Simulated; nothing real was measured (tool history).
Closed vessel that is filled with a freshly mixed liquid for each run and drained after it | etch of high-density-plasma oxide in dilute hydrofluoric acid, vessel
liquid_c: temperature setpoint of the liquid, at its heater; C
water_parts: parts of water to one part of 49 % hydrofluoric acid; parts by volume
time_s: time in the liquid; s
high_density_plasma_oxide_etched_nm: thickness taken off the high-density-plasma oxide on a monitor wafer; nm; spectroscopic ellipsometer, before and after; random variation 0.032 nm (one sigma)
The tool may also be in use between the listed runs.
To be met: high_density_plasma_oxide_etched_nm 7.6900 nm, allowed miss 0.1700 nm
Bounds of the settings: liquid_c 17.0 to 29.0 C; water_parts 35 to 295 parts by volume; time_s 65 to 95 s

run,hour,liquid_c,water_parts,time_s,high_density_plasma_oxide_etched_nm
1,0.0,21.0,165,95,3.8908
2,3.0,22.5,165,95,4.1308
3,7.2,24.5,150,95,4.9613
4,8.7,24.5,130,95,5.9445
5,16.1,26.0,130,95,6.2497
6,23.7,26.0,165,95,4.7404
7,27.4,27.0,150,95,5.5061
8,28.9,27.5,140,95,6.0342
9,30.3,28.0,135,95,6.4504
10,35.6,29.0,115,95,8.1033
11,44.6,28.5,115,95,7.9370

4 next moves are on the table. One of them brings every result within its allowed miss. Which?
A,53.6,29.0,115,95,?
B,53.6,24.0,95,95,?
C,53.6,26.5,105,95,?
D,53.6,29.0,120,95,?

move,high_density_plasma_oxide_etched_nm
A,8.0828
B,8.2555
C,8.1456
D,7.6971
A: further off than the last run
B: further off than the last run
C: further off than the last run
D: meets every target
The right move is D.
